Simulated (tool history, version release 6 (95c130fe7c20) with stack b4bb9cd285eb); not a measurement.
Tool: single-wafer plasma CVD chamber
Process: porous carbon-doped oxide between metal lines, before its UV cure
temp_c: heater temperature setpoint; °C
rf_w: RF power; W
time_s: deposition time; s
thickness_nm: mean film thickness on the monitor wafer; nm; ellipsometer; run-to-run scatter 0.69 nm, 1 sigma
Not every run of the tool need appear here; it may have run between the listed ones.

run    day  temp_c  rf_w  time_s  thickness_nm
  1  0.000     310   465    37.6        187.64
  2  0.246     310   465    37.6        187.39
  3  0.612     320   465    37.6        176.34
  4  0.883     325   465    37.6        173.02
  5  0.971     327   445    37.6        161.88
  6  1.267     327   505    37.6        182.57
  7  1.525     328   485    37.6        175.86
  8  1.717     329   465    37.6        167.60

Estimate the outcome of run 9 from the log above:
  9  1.900     330   450    37.6             ?

{"run 9": {"thickness_nm": 160.96}}
